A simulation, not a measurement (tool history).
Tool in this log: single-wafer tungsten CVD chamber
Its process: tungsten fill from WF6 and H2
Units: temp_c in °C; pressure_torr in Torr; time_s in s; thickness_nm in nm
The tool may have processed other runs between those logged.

run	hour	temp_c	pressure_torr	time_s	thickness_nm
1	0.0	380	44.8	13.2	29.287
2	6.7	388	44.8	13.2	33.482
3	8.3	379	44.8	13.2	28.769
4	14.9	377	44.7	13.2	27.583
5	18.2	377	44.7	13.6	28.471
6	24.7	375	44.6	13.6	27.706

Expected results for the next run?
7	31.6	373	44.5	13.6	?

thickness_nm: 26.605 nm

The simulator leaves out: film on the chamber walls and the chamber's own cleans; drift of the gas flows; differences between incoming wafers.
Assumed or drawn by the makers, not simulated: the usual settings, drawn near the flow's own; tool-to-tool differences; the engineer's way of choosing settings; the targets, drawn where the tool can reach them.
